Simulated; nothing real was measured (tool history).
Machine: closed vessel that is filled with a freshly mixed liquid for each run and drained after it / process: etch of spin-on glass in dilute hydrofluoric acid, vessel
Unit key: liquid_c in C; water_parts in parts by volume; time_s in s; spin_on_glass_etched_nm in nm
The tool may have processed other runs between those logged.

| run | hour | liquid_c | water_parts | time_s | spin_on_glass_etched_nm |
|---|---|---|---|---|---|
| 1 | 0 | 21 | 160 | 85 | 13.129 |
| 2 | 0.9 | 21 | 205 | 85 | 9.9223 |
| 3 | 4.4 | 22.5 | 170 | 85 | 13.236 |
| 4 | 8.7 | 22.5 | 135 | 85 | 17.083 |
| 5 | 15.3 | 23.5 | 120 | 85 | 20.465 |
| 6 | 16.1 | 23.5 | 175 | 85 | 13.164 |
| 7 | 20.1 | 24.5 | 150 | 85 | 16.813 |
| 8 | 29.3 | 25.5 | 130 | 85 | 20.28 |
| 9 | 30.3 | 29 | 65 | 85 | 50.555 |
| 10 | 33.8 | 28 | 65 | 85 | 48.588 |
| 11 | 42.5 | 27.5 | 65 | 85 | 47.03 |
| 12 | 49.4 | 27 | 65 | 85 | 46.489 |
| 13 | 58.3 | 26.5 | 65 | 85 | 45.541 |
| 14 | 63.7 | 26 | 65 | 85 | 44.377 |

What will run 15 give?
| 15 | 68.9 | 25.5 | 65 | 85 | ? |

{"run 15": {"spin_on_glass_etched_nm": 43.93}}
